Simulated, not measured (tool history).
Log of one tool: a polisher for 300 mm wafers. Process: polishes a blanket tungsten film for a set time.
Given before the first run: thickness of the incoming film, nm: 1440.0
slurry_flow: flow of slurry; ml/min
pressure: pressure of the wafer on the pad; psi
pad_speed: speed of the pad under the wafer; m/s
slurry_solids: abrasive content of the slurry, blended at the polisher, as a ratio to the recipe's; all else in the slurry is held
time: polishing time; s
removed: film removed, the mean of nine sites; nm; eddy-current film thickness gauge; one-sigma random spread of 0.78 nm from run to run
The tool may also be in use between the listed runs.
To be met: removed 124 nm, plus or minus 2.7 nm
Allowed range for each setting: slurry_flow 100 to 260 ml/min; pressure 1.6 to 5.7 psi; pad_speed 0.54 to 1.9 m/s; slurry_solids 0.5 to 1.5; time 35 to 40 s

{"run": 1, "day": 0.0, "slurry_flow": 165, "pressure": 3.6, "pad_speed": 1.22, "slurry_solids": 1, "time": 40, "removed": 177.81}
{"run": 2, "day": 0.175, "slurry_flow": 165, "pressure": 4.4, "pad_speed": 1.22, "slurry_solids": 1, "time": 40, "removed": 217}
{"run": 3, "day": 0.521, "slurry_flow": 165, "pressure": 4.4, "pad_speed": 1.22, "slurry_solids": 1.15, "time": 40, "removed": 223.27}
{"run": 4, "day": 0.725, "slurry_flow": 195, "pressure": 4.4, "pad_speed": 1.22, "slurry_solids": 1.15, "time": 40, "removed": 231.32}
{"run": 5, "day": 0.862, "slurry_flow": 195, "pressure": 5, "pad_speed": 1.22, "slurry_solids": 1.15, "time": 40, "removed": 265.42}
{"run": 6, "day": 0.929, "slurry_flow": 195, "pressure": 5, "pad_speed": 1.22, "slurry_solids": 1.05, "time": 40, "removed": 257.64}
{"run": 7, "day": 1.054, "slurry_flow": 190, "pressure": 4.6, "pad_speed": 1.22, "slurry_solids": 1.05, "time": 40, "removed": 234.17}
{"run": 8, "day": 1.404, "slurry_flow": 185, "pressure": 4.2, "pad_speed": 1.22, "slurry_solids": 1.05, "time": 40, "removed": 214.07}
{"run": 9, "day": 1.775, "slurry_flow": 175, "pressure": 3.9, "pad_speed": 1.22, "slurry_solids": 1.05, "time": 40, "removed": 198.33}
{"run": 10, "day": 1.988, "slurry_flow": 170, "pressure": 3.6, "pad_speed": 1.22, "slurry_solids": 1.05, "time": 40, "removed": 182.99}
{"run": 11, "day": 2.242, "slurry_flow": 165, "pressure": 3.4, "pad_speed": 1.22, "slurry_solids": 1.05, "time": 40, "removed": 170.05}
{"run": 12, "day": 2.396, "slurry_flow": 160, "pressure": 3.2, "pad_speed": 1.22, "slurry_solids": 1.05, "time": 40, "removed": 160.19}
{"run": 13, "day": 2.442, "slurry_flow": 155, "pressure": 3.1, "pad_speed": 1.22, "slurry_solids": 1.05, "time": 40, "removed": 155.65}
{"run": 14, "day": 2.567, "slurry_flow": 155, "pressure": 3.1, "pad_speed": 1.22, "slurry_solids": 1.05, "time": 40, "removed": 156.2}
{"run": 15, "day": 2.667, "slurry_flow": 150, "pressure": 3, "pad_speed": 1.22, "slurry_solids": 1.05, "time": 40, "removed": 147.54}
{"run": 16, "day": 2.712, "slurry_flow": 145, "pressure": 2.9, "pad_speed": 1.22, "slurry_solids": 1.05, "time": 40, "removed": 143.23}
{"run": 17, "day": 2.967, "slurry_flow": 145, "pressure": 2.9, "pad_speed": 1.22, "slurry_solids": 1.05, "time": 40, "removed": 143.84}
{"run": 18, "day": 3.212, "slurry_flow": 140, "pressure": 2.9, "pad_speed": 1.22, "slurry_solids": 1.05, "time": 40, "removed": 143.43}
{"run": 19, "day": 3.246, "slurry_flow": 135, "pressure": 2.8, "pad_speed": 1.22, "slurry_solids": 1.05, "time": 40, "removed": 137.76}
{"run": 20, "day": 3.283, "slurry_flow": 135, "pressure": 2.8, "pad_speed": 1.22, "slurry_solids": 1.05, "time": 40, "removed": 136.84}
{"run": 21, "day": 3.408, "slurry_flow": 130, "pressure": 2.8, "pad_speed": 1.22, "slurry_solids": 1.05, "time": 40, "removed": 136.48}
{"run": 22, "day": 3.538, "slurry_flow": 110, "pressure": 2.5, "pad_speed": 1.22, "slurry_solids": 1.05, "time": 40, "removed": 118.74}
{"day": 3.854, "done": "slurry nozzle cleaned"}
{"run": 23, "day": 3.854, "slurry_flow": 110, "pressure": 2.5, "pad_speed": 1.22, "slurry_solids": 1.05, "time": 40, "removed": 129.32}

Which of these 4 next moves meets every target?
{"run": "A", "day": 4.171, "slurry_flow": 110, "pressure": 2.7, "pad_speed": 1.2, "slurry_solids": 1.2, "time": 35, "removed": "?"}
{"run": "B", "day": 4.171, "slurry_flow": 105, "pressure": 2.5, "pad_speed": 1.3, "slurry_solids": 1.15, "time": 40, "removed": "?"}
{"run": "C", "day": 4.171, "slurry_flow": 130, "pressure": 2.9, "pad_speed": 1.24, "slurry_solids": 0.9, "time": 35, "removed": "?"}
{"run": "D", "day": 4.171, "slurry_flow": 100, "pressure": 2.5, "pad_speed": 1.38, "slurry_solids": 0.85, "time": 39, "removed": "?"}

move=A removed=124.16
move=B removed=139.97
move=C removed=130.81
move=D removed=133.14
A: hits every target within its allowed miss
B: its largest miss is bigger than the last run's
C: its largest miss is bigger than the last run's
D: its largest miss is bigger than the last run's
Move A is the one to make.
